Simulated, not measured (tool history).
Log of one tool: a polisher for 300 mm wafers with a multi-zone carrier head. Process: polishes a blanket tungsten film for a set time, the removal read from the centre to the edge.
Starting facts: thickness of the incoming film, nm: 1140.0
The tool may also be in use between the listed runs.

run,hour,flow of slurry (ml/min),pressure of the head's centre zone,pressure of the head's middle zone,pressure of the head's edge zone,abrasive content of the slurry,polishing time (s),film removed at the wafer's centre (Å),film removed at mid-radius (Å),film removed at the wafer's edge (Å)
1,0.0,190,1.00,1.00,1.00,1.00,38,1543.7,1561.30,1532.50
2,1.2,190,1.00,1.00,0.92,1.00,38,1538.5,1579.90,1495.90
3,7.7,190,1.00,1.00,0.92,1.00,45,1862.0,1844.50,1781.10
4,8.8,185,1.01,0.96,0.91,0.85,38,1443.0,1403.40,1407.10
5,17.2,185,1.01,0.92,0.91,0.85,38,1434.3,1373.90,1412.80
6,18.9,185,1.02,0.92,0.89,0.75,34,1244.5,1148.10,1172.20
7,25.2,185,1.00,0.92,0.88,0.65,32,1089.5,1032.90,1038.60

Expected results for the next run?
8,33.2,185,0.99,0.91,0.87,0.60,32,?,?,?

film removed at the wafer's centre (Å): 1022.2
film removed at mid-radius (Å): 966.84
film removed at the wafer's edge (Å): 994.16

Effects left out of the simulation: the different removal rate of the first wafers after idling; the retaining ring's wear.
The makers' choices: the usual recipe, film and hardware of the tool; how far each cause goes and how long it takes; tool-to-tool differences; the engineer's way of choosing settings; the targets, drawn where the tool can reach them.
